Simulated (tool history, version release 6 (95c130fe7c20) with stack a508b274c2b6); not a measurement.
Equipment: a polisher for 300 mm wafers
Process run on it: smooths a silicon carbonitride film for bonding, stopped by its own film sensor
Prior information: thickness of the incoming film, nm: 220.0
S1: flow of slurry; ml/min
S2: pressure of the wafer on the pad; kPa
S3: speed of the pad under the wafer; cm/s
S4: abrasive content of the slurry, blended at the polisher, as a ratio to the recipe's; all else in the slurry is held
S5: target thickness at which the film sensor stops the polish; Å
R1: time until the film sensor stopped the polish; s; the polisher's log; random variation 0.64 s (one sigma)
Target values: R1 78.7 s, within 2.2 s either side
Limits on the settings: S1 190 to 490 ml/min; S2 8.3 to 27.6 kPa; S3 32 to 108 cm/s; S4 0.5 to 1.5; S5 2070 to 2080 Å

| run | hour | S1 | S2 | S3 | S4 | S5 | R1 |
|---|---|---|---|---|---|---|---|
| 1 | 0 | 315 | 17.9 | 70 | 1 | 2070 | 61.101 |
| 2 | 6.5 | 315 | 17.2 | 70 | 1 | 2070 | 62.476 |
| 3 | 7.9 | 315 | 16.5 | 70 | 1 | 2070 | 65.772 |
| 4 | 16.8 | 315 | 16.5 | 86 | 1 | 2070 | 59.116 |
| 5 | 21.7 | 315 | 15.9 | 86 | 1 | 2070 | 59.897 |
| 6 | 27.9 | 315 | 15.9 | 86 | 0.9 | 2070 | 62.259 |
| 7 | 28.6 | 315 | 15.2 | 86 | 0.9 | 2070 | 64.466 |
| 8 | 32.6 | 315 | 14.5 | 86 | 0.9 | 2070 | 67.578 |
| 9 | 38.3 | 315 | 13.1 | 86 | 0.9 | 2070 | 72.107 |
| 10 | 40.8 | 315 | 12.4 | 86 | 0.9 | 2070 | 76.82 |

5 candidate next runs follow, results not yet known. Just one meets every target within its allowed miss. Identify it.
| A | 43.3 | 290 | 11 | 82 | 0.95 | 2080 | ? |
| B | 43.3 | 310 | 13.1 | 84 | 0.9 | 2070 | ? |
| C | 43.3 | 290 | 11.7 | 88 | 0.95 | 2080 | ? |
| D | 43.3 | 290 | 11.7 | 90 | 0.9 | 2080 | ? |
| E | 43.3 | 335 | 11.7 | 94 | 0.95 | 2070 | ? |

| move | R1 |
|---|---|
| A | 78.152 |
| B | 73.611 |
| C | 71.303 |
| D | 71.624 |
| E | 73.082 |
A: meets every target
B: its largest miss is bigger than the last run's
C: its largest miss is bigger than the last run's
D: its largest miss is bigger than the last run's
E: its largest miss is bigger than the last run's
Correct choice: A, which meets every target
